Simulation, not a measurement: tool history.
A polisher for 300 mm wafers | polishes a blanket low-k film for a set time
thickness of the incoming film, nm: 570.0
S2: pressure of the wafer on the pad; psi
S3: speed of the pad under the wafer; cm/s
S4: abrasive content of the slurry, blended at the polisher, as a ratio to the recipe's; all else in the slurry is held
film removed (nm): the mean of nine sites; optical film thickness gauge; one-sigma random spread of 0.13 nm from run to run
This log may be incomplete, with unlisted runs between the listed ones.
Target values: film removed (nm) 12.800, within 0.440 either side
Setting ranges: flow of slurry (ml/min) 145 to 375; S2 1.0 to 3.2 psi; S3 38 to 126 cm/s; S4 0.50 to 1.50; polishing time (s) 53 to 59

Run 1, hour 0.0: flow of slurry (ml/min) 240, S2 2.1 psi, S3 82 cm/s, S4 1.00, polishing time (s) 59. Result: film removed (nm) 22.944.
Run 2, hour 4.9: flow of slurry (ml/min) 240, S2 1.9 psi, S3 80 cm/s, S4 1.00, polishing time (s) 59. Result: film removed (nm) 19.740.
Run 3, hour 10.9: flow of slurry (ml/min) 265, S2 1.9 psi, S3 80 cm/s, S4 1.00, polishing time (s) 59. Result: film removed (nm) 20.052.
Run 4, hour 17.7: flow of slurry (ml/min) 265, S2 1.9 psi, S3 80 cm/s, S4 1.00, polishing time (s) 53. Result: film removed (nm) 18.551.
Run 5, hour 23.8: flow of slurry (ml/min) 265, S2 1.9 psi, S3 80 cm/s, S4 1.00, polishing time (s) 53. Result: film removed (nm) 18.216.
Run 6, hour 27.9: flow of slurry (ml/min) 265, S2 1.9 psi, S3 80 cm/s, S4 0.85, polishing time (s) 53. Result: film removed (nm) 17.205.
Run 7, hour 31.8: flow of slurry (ml/min) 265, S2 1.8 psi, S3 80 cm/s, S4 0.85, polishing time (s) 53. Result: film removed (nm) 16.125.
Run 8, hour 34.9: flow of slurry (ml/min) 265, S2 1.7 psi, S3 80 cm/s, S4 0.85, polishing time (s) 53. Result: film removed (nm) 15.442.
Run 9, hour 36.8: flow of slurry (ml/min) 265, S2 1.7 psi, S3 80 cm/s, S4 0.85, polishing time (s) 53. Result: film removed (nm) 15.421.
Run 10, hour 43.1: flow of slurry (ml/min) 265, S2 1.6 psi, S3 80 cm/s, S4 0.85, polishing time (s) 53. Result: film removed (nm) 14.341.
Run 11, hour 45.4: flow of slurry (ml/min) 265, S2 1.5 psi, S3 80 cm/s, S4 0.85, polishing time (s) 53. Result: film removed (nm) 13.483.

Of the 4 settings listed for the next run, only one would bring every result within its allowed miss of target. Which one?
Run A, hour 47.7: flow of slurry (ml/min) 275, S2 1.4 psi, S3 76 cm/s, S4 0.80, polishing time (s) 59. Result: film removed (nm) ?.
Run B, hour 47.7: flow of slurry (ml/min) 245, S2 1.5 psi, S3 84 cm/s, S4 0.85, polishing time (s) 55. Result: film removed (nm) ?.
Run C, hour 47.7: flow of slurry (ml/min) 290, S2 1.5 psi, S3 80 cm/s, S4 0.75, polishing time (s) 55. Result: film removed (nm) ?.
Run D, hour 47.7: flow of slurry (ml/min) 270, S2 1.4 psi, S3 72 cm/s, S4 0.80, polishing time (s) 59. Result: film removed (nm) ?.

move  film removed (nm)
   A             13.641
   B             14.695
   C             13.751
   D             13.155
A: misses by more than the last run did
B: misses by more than the last run did
C: misses by more than the last run did
D: every result lands within tolerance
Go with D: it meets all targets.
